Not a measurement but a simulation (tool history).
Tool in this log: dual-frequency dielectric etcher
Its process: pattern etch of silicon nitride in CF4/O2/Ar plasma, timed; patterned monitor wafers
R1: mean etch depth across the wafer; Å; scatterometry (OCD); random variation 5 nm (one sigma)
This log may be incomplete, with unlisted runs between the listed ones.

run 1 hour=0.0 | source_power_(W)=630 bias_power_(W)=38 Ar_flow_(sccm)=99 CF4_flow_(sccm)=123 etch_time_(s)=254.5 | R1=5516.6
run 2 hour=1.4 | source_power_(W)=680 bias_power_(W)=38 Ar_flow_(sccm)=99 CF4_flow_(sccm)=123 etch_time_(s)=254.5 | R1=5944.9
run 3 hour=6.4 | source_power_(W)=680 bias_power_(W)=38 Ar_flow_(sccm)=99 CF4_flow_(sccm)=123 etch_time_(s)=231.5 | R1=5476.9
run 4 hour=12.7 | source_power_(W)=680 bias_power_(W)=34 Ar_flow_(sccm)=99 CF4_flow_(sccm)=123 etch_time_(s)=231.5 | R1=5137.4
run 5 hour=15.9 | source_power_(W)=700 bias_power_(W)=35 Ar_flow_(sccm)=98 CF4_flow_(sccm)=124 etch_time_(s)=232.0 | R1=5450.6
run 6 hour=16.6 | source_power_(W)=700 bias_power_(W)=41 Ar_flow_(sccm)=98 CF4_flow_(sccm)=124 etch_time_(s)=232.0 | R1=5847.0
run 7 hour=20.4 | source_power_(W)=720 bias_power_(W)=42 Ar_flow_(sccm)=98 CF4_flow_(sccm)=125 etch_time_(s)=232.5 | R1=6128.9

Run 8 is up next; what results do you expect?
-- hour=24.7 CF4 flow controller replaced
run 8 hour=24.7 | source_power_(W)=850 bias_power_(W)=46 Ar_flow_(sccm)=95 CF4_flow_(sccm)=128 etch_time_(s)=235.0 | R1=?

R1: 7765.0 Å
